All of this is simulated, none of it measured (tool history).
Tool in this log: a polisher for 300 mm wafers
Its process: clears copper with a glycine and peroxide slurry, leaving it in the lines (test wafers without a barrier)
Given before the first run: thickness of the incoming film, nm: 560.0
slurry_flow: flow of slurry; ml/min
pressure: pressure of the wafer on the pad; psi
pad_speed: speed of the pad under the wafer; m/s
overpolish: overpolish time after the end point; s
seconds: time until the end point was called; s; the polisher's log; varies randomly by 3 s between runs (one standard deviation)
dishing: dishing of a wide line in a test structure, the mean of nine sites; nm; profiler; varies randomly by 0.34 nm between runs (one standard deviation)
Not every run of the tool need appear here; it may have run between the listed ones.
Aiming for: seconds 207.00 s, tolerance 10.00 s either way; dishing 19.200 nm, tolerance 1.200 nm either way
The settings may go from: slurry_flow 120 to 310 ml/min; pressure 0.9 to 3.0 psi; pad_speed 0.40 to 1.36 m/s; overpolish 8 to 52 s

run	hour	slurry_flow	pressure	pad_speed	overpolish	seconds	dishing
1	0.0	200	1.9	0.88	26	195.26	50.579
2	5.4	175	1.9	0.88	26	193.39	52.067
3	9.8	175	1.5	0.88	26	236.96	45.505
4	16.3	215	1.3	0.96	20	245.62	35.996
5	24.4	260	1.3	0.96	20	239.02	35.195
6	28.5	260	1.3	0.96	31	234.36	50.266
7	36.7	275	1.2	1.06	24	233.14	42.058
8	37.6	285	1.5	0.86	19	228.65	37.606

4 candidate next runs follow, results not yet known. Just one meets every target within its allowed miss. Identify it.
A	38.5	305	1.6	0.90	8	?	?
B	38.5	280	1.3	0.96	8	?	?
C	38.5	290	1.5	0.88	8	?	?
D	38.5	305	1.9	0.96	8	?	?

move	seconds	dishing
A	210.87	19.402
B	234.33	17.557
C	224.92	18.295
D	177.36	22.675
A: every result lands within tolerance
B: moves the result that the last run missed by most past its target, out the other side
C: meets the target for the result that was furthest off, but another lies outside its allowed miss
D: nearer the targets than the last run, but a result is still out of spec
Correct choice: A, which meets every target
